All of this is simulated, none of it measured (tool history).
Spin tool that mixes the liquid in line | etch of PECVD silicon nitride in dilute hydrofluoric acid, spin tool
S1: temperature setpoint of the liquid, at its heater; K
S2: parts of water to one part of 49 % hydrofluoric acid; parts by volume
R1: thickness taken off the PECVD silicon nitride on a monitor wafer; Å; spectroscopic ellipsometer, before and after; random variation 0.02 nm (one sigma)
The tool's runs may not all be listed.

Run 1, hour 0: S1 293.15 K, S2 110 parts by volume, time under the liquid (s) 90. Result: R1 33.708 Å.
Run 2, hour 8.5: S1 296.65 K, S2 110 parts by volume, time under the liquid (s) 90. Result: R1 42.335 Å.
Run 3, hour 11.2: S1 296.65 K, S2 85 parts by volume, time under the liquid (s) 90. Result: R1 55.022 Å.
Run 4, hour 16.7: S1 297.15 K, S2 85 parts by volume, time under the liquid (s) 90. Result: R1 56.708 Å.
Run 5, hour 25.5: S1 297.15 K, S2 85 parts by volume, time under the liquid (s) 65. Result: R1 41.057 Å.
Run 6, hour 28.3: S1 298.65 K, S2 80 parts by volume, time under the liquid (s) 65. Result: R1 47.722 Å.
Run 7, hour 34.8: S1 299.65 K, S2 75 parts by volume, time under the liquid (s) 65. Result: R1 54.523 Å.

Forecast run 8:
Run 8, hour 36: S1 301.15 K, S2 75 parts by volume, time under the liquid (s) 65. Result: R1 ?.

R1: 60.006 Å
